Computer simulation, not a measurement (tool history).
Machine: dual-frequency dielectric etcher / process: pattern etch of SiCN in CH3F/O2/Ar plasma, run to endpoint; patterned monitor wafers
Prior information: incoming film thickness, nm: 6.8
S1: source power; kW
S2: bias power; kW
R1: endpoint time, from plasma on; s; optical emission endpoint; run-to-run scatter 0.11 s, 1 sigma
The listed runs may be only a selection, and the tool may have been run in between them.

run,hour,S1,S2,R1
1,0,0.39,0.091,17.547
2,3,0.39,0.08,18.506
3,4,0.39,0.097,17.394
4,5.5,0.43,0.097,16.562
5,11.2,0.36,0.097,18.144
6,13.2,0.33,0.097,18.908
7,16.6,0.36,0.099,17.888

Forecast run 8:
8,24.8,0.44,0.107,?

Run 8 gave R1 15.698 s.

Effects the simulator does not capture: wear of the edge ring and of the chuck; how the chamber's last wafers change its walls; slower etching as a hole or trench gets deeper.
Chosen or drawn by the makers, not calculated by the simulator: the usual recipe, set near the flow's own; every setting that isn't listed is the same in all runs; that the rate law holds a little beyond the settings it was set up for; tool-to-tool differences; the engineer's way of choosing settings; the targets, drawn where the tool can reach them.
